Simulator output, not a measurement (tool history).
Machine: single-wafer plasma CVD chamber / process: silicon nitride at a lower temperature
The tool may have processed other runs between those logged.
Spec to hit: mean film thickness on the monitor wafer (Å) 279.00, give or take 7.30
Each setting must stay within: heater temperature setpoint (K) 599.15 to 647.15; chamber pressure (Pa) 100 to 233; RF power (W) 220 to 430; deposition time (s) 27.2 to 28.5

| run | hour | heater temperature setpoint (K) | chamber pressure (Pa) | RF power (W) | deposition time (s) | mean film thickness on the monitor wafer (Å) |
|---|---|---|---|---|---|---|
| 1 | 0.0 | 623.15 | 167 | 325 | 28.5 | 318.14 |
| 2 | 5.4 | 623.15 | 167 | 325 | 28.5 | 318.73 |
| 3 | 13.0 | 623.15 | 153 | 315 | 28.4 | 302.78 |
| 4 | 13.8 | 614.15 | 153 | 315 | 28.4 | 305.81 |
| 5 | 18.8 | 614.15 | 171 | 315 | 28.4 | 312.13 |
| 6 | 26.5 | 614.15 | 191 | 315 | 28.4 | 320.69 |
| 7 | 29.5 | 614.15 | 179 | 300 | 28.3 | 304.37 |
| 8 | 35.9 | 614.15 | 171 | 295 | 28.3 | 298.41 |
| 9 | 38.8 | 614.15 | 147 | 275 | 28.2 | 270.49 |

Below are 5 possible settings for the next run. Only one of them brings all results inside the allowed miss of their targets. Which is it?
| A | 41.7 | 615.15 | 161 | 255 | 27.2 | ? |
| B | 41.7 | 613.15 | 143 | 275 | 27.2 | ? |
| C | 41.7 | 615.15 | 139 | 280 | 27.2 | ? |
| D | 41.7 | 623.15 | 141 | 290 | 28.1 | ? |
| E | 41.7 | 617.15 | 177 | 260 | 27.2 | ? |

| move | mean film thickness on the monitor wafer (Å) |
|---|---|
| A | 252.81 |
| B | 259.64 |
| C | 260.98 |
| D | 277.11 |
| E | 262.39 |
A: misses by more than the last run did
B: misses by more than the last run did
C: misses by more than the last run did
D: in spec on every target
E: misses by more than the last run did
Answer: D
